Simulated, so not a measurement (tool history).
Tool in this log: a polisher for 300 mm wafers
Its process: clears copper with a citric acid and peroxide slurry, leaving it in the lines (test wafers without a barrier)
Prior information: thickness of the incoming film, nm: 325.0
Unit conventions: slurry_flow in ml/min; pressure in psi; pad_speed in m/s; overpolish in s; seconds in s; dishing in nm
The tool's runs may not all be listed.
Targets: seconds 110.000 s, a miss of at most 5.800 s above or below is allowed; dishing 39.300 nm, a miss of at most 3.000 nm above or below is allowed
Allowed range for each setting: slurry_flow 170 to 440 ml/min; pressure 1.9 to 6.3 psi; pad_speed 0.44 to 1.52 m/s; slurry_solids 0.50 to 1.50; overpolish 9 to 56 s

Run 1, hour 0.0: slurry_flow 280 ml/min, pressure 4.1 psi, pad_speed 0.98 m/s, slurry_solids 1.00, overpolish 29 s. Result: seconds 92.464 s, dishing 69.618 nm.
Run 2, hour 3.1: slurry_flow 280 ml/min, pressure 4.1 psi, pad_speed 0.98 m/s, slurry_solids 1.20, overpolish 29 s. Result: seconds 86.588 s, dishing 71.133 nm.
Run 3, hour 11.4: slurry_flow 280 ml/min, pressure 4.1 psi, pad_speed 0.98 m/s, slurry_solids 1.20, overpolish 39 s. Result: seconds 89.047 s, dishing 92.553 nm.
Run 4, hour 15.7: slurry_flow 325 ml/min, pressure 4.1 psi, pad_speed 0.98 m/s, slurry_solids 1.20, overpolish 39 s. Result: seconds 87.508 s, dishing 90.045 nm.
Run 5, hour 21.8: slurry_flow 325 ml/min, pressure 4.1 psi, pad_speed 0.98 m/s, slurry_solids 1.20, overpolish 35 s. Result: seconds 86.503 s, dishing 84.562 nm.
Run 6, hour 23.8: slurry_flow 325 ml/min, pressure 3.7 psi, pad_speed 0.98 m/s, slurry_solids 1.20, overpolish 28 s. Result: seconds 93.761 s, dishing 68.946 nm.
Run 7, hour 30.1: slurry_flow 325 ml/min, pressure 3.0 psi, pad_speed 0.92 m/s, slurry_solids 1.20, overpolish 14 s. Result: seconds 118.940 s, dishing 29.081 nm.
Run 8, hour 31.8: slurry_flow 325 ml/min, pressure 3.1 psi, pad_speed 0.92 m/s, slurry_solids 1.20, overpolish 16 s. Result: seconds 111.870 s, dishing 33.727 nm.
Run 9, hour 34.0: slurry_flow 325 ml/min, pressure 3.1 psi, pad_speed 0.92 m/s, slurry_solids 1.20, overpolish 17 s. Result: seconds 114.270 s, dishing 36.517 nm.

Which one of the following 4 next-run settings gets every result inside its allowed miss? There is exactly one.
Run A, hour 36.2: slurry_flow 255 ml/min, pressure 2.5 psi, pad_speed 1.02 m/s, slurry_solids 1.15, overpolish 23 s. Result: seconds ?, dishing ?.
Run B, hour 36.2: slurry_flow 285 ml/min, pressure 4.1 psi, pad_speed 0.68 m/s, slurry_solids 1.45, overpolish 18 s. Result: seconds ?, dishing ?.
Run C, hour 36.2: slurry_flow 295 ml/min, pressure 2.9 psi, pad_speed 0.96 m/s, slurry_solids 1.10, overpolish 16 s. Result: seconds ?, dishing ?.
Run D, hour 36.2: slurry_flow 270 ml/min, pressure 2.5 psi, pad_speed 1.04 m/s, slurry_solids 1.05, overpolish 18 s. Result: seconds ?, dishing ?.

move  seconds  dishing
   A  126.810   39.643
   B  108.520   37.295
   C  118.630   30.655
   D  127.460   31.806
A: puts the biggest miss on target and leaves a different result outside tolerance
B: meets every target
C: further off than the last run
D: further off than the last run
Correct choice: B, which meets every target
